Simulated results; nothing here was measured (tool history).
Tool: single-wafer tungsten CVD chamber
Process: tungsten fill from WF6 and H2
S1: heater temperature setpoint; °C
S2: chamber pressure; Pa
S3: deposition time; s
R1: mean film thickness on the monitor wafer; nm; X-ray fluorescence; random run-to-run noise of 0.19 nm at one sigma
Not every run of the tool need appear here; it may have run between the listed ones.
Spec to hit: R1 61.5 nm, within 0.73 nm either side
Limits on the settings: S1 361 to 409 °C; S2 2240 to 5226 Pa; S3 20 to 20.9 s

{"run": 1, "day": 0.0, "S1": 385, "S2": 3733, "S3": 20.9, "R1": 45.657}
{"run": 2, "day": 0.254, "S1": 390, "S2": 3733, "S3": 20.9, "R1": 50.715}
{"run": 3, "day": 0.612, "S1": 398, "S2": 3733, "S3": 20.9, "R1": 59.436}
{"run": 4, "day": 0.862, "S1": 392, "S2": 3733, "S3": 20.9, "R1": 52.802}
{"run": 5, "day": 0.979, "S1": 392, "S2": 3733, "S3": 20.9, "R1": 52.633}
{"run": 6, "day": 1.271, "S1": 394, "S2": 3733, "S3": 20.9, "R1": 54.657}
{"run": 7, "day": 1.433, "S1": 394, "S2": 3733, "S3": 20.9, "R1": 54.707}
{"run": 8, "day": 1.517, "S1": 396, "S2": 3733, "S3": 20.9, "R1": 56.6}
{"run": 9, "day": 1.692, "S1": 397, "S2": 3733, "S3": 20.9, "R1": 58.399}

Exactly one of the 5 candidate moves below puts every result within its allowed miss. Which one?
{"run": "A", "day": 1.867, "S1": 400, "S2": 3946, "S3": 20, "R1": "?"}
{"run": "B", "day": 1.867, "S1": 398, "S2": 3533, "S3": 20, "R1": "?"}
{"run": "C", "day": 1.867, "S1": 396, "S2": 4173, "S3": 20.9, "R1": "?"}
{"run": "D", "day": 1.867, "S1": 401, "S2": 4173, "S3": 20.6, "R1": "?"}
{"run": "E", "day": 1.867, "S1": 399, "S2": 4106, "S3": 20.7, "R1": "?"}

move=A R1=59.895
move=B R1=55.555
move=C R1=59.069
move=D R1=64.07
move=E R1=61.672
A: closes in on the targets versus the last run, not all within tolerance yet
B: lands further from the targets than the last run did
C: closes in on the targets versus the last run, not all within tolerance yet
D: carries the result that was furthest off beyond its target, to the other side
E: meets every target
The move that meets every target is E.
